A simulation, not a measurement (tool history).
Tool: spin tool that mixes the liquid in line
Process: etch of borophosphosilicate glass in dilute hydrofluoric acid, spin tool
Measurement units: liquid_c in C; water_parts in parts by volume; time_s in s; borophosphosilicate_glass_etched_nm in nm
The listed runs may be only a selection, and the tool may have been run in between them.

run  hour  liquid_c  water_parts  time_s  borophosphosilicate_glass_etched_nm
  1   0.0      23.0          280      90                               6.2901
  2   2.1      23.0          280      90                               6.2835
  3   2.8      23.0          335      90                               4.9356
  4  11.1      24.0          335      90                               5.1629
     12.4  -- thermometer replaced
  5  12.4      24.0          335      70                               4.2816
  6  20.5      25.0          325      70                               4.6950
  7  27.1      26.0          320      70                               4.8420
  8  32.9      26.0          320      70                               4.8421
  9  35.8      26.5          310      70                               5.0894
 10  41.3      27.0          305      70                               5.3178

Predict the results of run 11:
 11  44.7      27.5          300      70                                    ?

Logged for run 11: borophosphosilicate_glass_etched_nm 5.6217 nm.
